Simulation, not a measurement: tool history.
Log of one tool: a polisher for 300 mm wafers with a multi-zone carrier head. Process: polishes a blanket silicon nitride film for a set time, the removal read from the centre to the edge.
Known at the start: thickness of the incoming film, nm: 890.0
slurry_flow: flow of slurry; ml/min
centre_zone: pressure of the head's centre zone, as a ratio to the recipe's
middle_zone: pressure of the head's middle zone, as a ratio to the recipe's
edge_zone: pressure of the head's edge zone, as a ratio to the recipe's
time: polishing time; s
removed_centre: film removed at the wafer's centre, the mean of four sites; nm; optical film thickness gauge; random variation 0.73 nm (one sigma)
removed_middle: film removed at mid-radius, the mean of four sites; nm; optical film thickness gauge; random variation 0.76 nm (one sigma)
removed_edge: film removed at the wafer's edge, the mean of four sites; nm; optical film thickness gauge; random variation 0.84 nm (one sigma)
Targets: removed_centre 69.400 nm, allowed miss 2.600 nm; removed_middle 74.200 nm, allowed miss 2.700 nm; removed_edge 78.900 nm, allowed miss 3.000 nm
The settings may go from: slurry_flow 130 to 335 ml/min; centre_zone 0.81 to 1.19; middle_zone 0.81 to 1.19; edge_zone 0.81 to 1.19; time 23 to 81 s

run	hour	slurry_flow	centre_zone	middle_zone	edge_zone	time	removed_centre	removed_middle	removed_edge
1	0.0	215	1.00	1.00	1.00	52	78.683	81.223	78.665
2	3.9	205	0.98	0.98	1.01	52	77.043	80.392	79.982
3	7.6	205	0.98	1.06	1.01	52	78.008	84.231	79.938
4	15.3	165	0.98	1.06	1.01	52	75.761	82.728	78.198
5	15.9	165	0.98	1.06	1.01	62	89.604	98.651	93.740
6	21.9	160	0.96	1.01	1.00	60	84.498	92.243	89.491
7	24.5	155	0.94	0.97	1.00	58	79.545	84.984	86.587
8	32.3	155	0.92	0.95	0.98	57	77.771	82.352	83.240
9	33.1	150	0.90	0.93	0.98	56	73.466	80.863	82.529
10	36.2	145	0.90	0.91	0.98	55	71.027	77.204	79.101
11	44.9	145	0.90	0.90	0.99	55	73.390	76.786	82.024

5 next moves are on the table. One of them brings every result within its allowed miss. Which?
A	53.6	190	0.95	0.89	0.98	53	?	?	?
B	53.6	130	0.90	0.81	0.86	58	?	?	?
C	53.6	165	0.94	0.84	1.02	54	?	?	?
D	53.6	140	0.84	0.87	1.16	54	?	?	?
E	53.6	185	0.85	0.84	0.89	54	?	?	?

move	removed_centre	removed_middle	removed_edge
A	77.389	75.360	78.419
B	76.240	73.925	79.098
C	76.617	72.598	80.286
D	66.924	72.961	83.505
E	70.231	73.591	76.871
A: further off than the last run
B: further off than the last run
C: further off than the last run
D: brings the result that was furthest off to its target, and leaves another outside
E: meets every target
Answer: E

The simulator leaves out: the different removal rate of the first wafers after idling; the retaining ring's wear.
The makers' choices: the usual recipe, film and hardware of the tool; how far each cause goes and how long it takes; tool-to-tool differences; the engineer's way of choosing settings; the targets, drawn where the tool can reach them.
